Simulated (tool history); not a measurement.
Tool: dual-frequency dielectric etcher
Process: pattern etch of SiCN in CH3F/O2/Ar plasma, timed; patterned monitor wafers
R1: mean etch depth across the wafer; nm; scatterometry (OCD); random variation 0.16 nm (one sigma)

{"run": 1, "hour": 0.0, "source power (W)": 510, "bias power (W)": 55, "etch time (s)": 76.0, "R1": 27.54}
{"run": 2, "hour": 7.8, "source power (W)": 550, "bias power (W)": 57, "etch time (s)": 76.0, "R1": 29.039}
{"run": 3, "hour": 13.5, "source power (W)": 580, "bias power (W)": 58, "etch time (s)": 76.0, "R1": 30.424}
{"run": 4, "hour": 17.6, "source power (W)": 580, "bias power (W)": 58, "etch time (s)": 79.5, "R1": 31.61}
{"run": 5, "hour": 20.5, "source power (W)": 520, "bias power (W)": 58, "etch time (s)": 79.5, "R1": 29.761}
{"run": 6, "hour": 26.7, "source power (W)": 540, "bias power (W)": 58, "etch time (s)": 79.5, "R1": 30.269}
{"run": 7, "hour": 29.8, "source power (W)": 560, "bias power (W)": 58, "etch time (s)": 79.5, "R1": 31.298}
{"run": 8, "hour": 37.9, "source power (W)": 570, "bias power (W)": 58, "etch time (s)": 79.5, "R1": 31.234}
{"run": 9, "hour": 44.9, "source power (W)": 590, "bias power (W)": 58, "etch time (s)": 79.5, "R1": 31.928}
{"run": 10, "hour": 52.4, "source power (W)": 600, "bias power (W)": 58, "etch time (s)": 79.5, "R1": 32.29}
{"run": 11, "hour": 53.3, "source power (W)": 610, "bias power (W)": 58, "etch time (s)": 79.5, "R1": 32.464}

The next listed run, before its measurement:
{"run": 12, "hour": 56.6, "source power (W)": 620, "bias power (W)": 58, "etch time (s)": 79.5, "R1": "?"}

R1: 32.871 nm

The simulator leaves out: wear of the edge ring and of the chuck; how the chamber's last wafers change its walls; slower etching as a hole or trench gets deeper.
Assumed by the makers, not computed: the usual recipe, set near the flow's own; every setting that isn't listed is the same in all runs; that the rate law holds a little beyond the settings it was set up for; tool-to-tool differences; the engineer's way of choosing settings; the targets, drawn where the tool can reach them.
